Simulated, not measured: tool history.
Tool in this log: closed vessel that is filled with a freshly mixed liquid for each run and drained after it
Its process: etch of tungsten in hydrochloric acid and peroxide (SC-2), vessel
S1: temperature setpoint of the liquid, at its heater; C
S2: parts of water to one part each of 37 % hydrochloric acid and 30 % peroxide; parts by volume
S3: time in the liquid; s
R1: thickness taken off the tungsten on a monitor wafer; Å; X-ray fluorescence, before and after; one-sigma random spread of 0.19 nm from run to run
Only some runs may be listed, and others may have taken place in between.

Run 1, hour 0: S1 58 C, S2 11.5 parts by volume, S3 100 s. Result: R1 207.73 Å.
Run 2, hour 4.8: S1 53 C, S2 11.5 parts by volume, S3 100 s. Result: R1 148.96 Å.
Run 3, hour 12.1: S1 53 C, S2 11.5 parts by volume, S3 100 s. Result: R1 152.76 Å.
Run 4, hour 19.3: S1 47 C, S2 11.5 parts by volume, S3 100 s. Result: R1 100.89 Å.
Run 5, hour 24.8: S1 53 C, S2 11.5 parts by volume, S3 100 s. Result: R1 151.64 Å.
Run 6, hour 25.7: S1 49.5 C, S2 11.5 parts by volume, S3 100 s. Result: R1 119.63 Å.
Run 7, hour 30.2: S1 52 C, S2 11.5 parts by volume, S3 100 s. Result: R1 139.2 Å.
Run 8, hour 32.9: S1 54 C, S2 11.5 parts by volume, S3 100 s. Result: R1 161.27 Å.

The next listed run, before its measurement:
Run 9, hour 36: S1 55.5 C, S2 11.5 parts by volume, S3 100 s. Result: R1 ?.

R1: 174.74 Å
